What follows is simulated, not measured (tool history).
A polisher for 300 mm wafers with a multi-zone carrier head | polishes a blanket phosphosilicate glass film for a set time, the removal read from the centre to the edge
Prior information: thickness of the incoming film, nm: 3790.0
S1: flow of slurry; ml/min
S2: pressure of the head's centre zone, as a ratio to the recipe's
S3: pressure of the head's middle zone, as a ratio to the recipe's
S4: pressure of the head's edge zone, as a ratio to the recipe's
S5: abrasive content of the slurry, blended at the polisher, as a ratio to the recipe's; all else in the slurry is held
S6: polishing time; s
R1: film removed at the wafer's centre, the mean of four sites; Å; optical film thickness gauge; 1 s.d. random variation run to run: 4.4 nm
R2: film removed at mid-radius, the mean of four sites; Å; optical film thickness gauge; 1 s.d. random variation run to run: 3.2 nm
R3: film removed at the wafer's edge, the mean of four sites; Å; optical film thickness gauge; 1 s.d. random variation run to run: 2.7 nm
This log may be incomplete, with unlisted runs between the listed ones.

{"run": 1, "hour": 0.0, "S1": 320, "S2": 1, "S3": 1, "S4": 1, "S5": 1, "S6": 56, "R1": 5497.6, "R2": 5480.3, "R3": 5567.7}
{"run": 2, "hour": 7.7, "S1": 355, "S2": 1, "S3": 1, "S4": 1, "S5": 1, "S6": 56, "R1": 5687.1, "R2": 5570.4, "R3": 5628.7}
{"run": 3, "hour": 14.4, "S1": 355, "S2": 1, "S3": 1, "S4": 1, "S5": 1, "S6": 49, "R1": 4853.8, "R2": 4844.3, "R3": 4885.6}
{"run": 4, "hour": 23.1, "S1": 355, "S2": 0.99, "S3": 0.99, "S4": 0.98, "S5": 0.95, "S6": 49, "R1": 4769.1, "R2": 4621.2, "R3": 4731}
{"run": 5, "hour": 24.0, "S1": 350, "S2": 0.97, "S3": 0.99, "S4": 0.96, "S5": 0.9, "S6": 49, "R1": 4487.9, "R2": 4441.2, "R3": 4530.8}
{"run": 6, "hour": 24.7, "S1": 345, "S2": 0.95, "S3": 0.99, "S4": 0.94, "S5": 0.85, "S6": 49, "R1": 4279.5, "R2": 4398.6, "R3": 4324.9}
{"run": 7, "hour": 33.3, "S1": 340, "S2": 0.93, "S3": 0.97, "S4": 0.93, "S5": 0.8, "S6": 49, "R1": 4047.7, "R2": 4212.3, "R3": 4195.4}
{"run": 8, "hour": 41.6, "S1": 325, "S2": 0.87, "S3": 0.87, "S4": 0.83, "S5": 0.55, "S6": 48, "R1": 3023.1, "R2": 3052, "R3": 3096.2}

Run 9, settings as shown, results not yet in. Your forecast:
{"run": 9, "hour": 44.4, "S1": 365, "S2": 0.89, "S3": 0.93, "S4": 0.93, "S5": 0.55, "S6": 48, "R1": "?", "R2": "?", "R3": "?"}

R1: 3171.9 Å
R2: 3282.8 Å
R3: 3323 Å
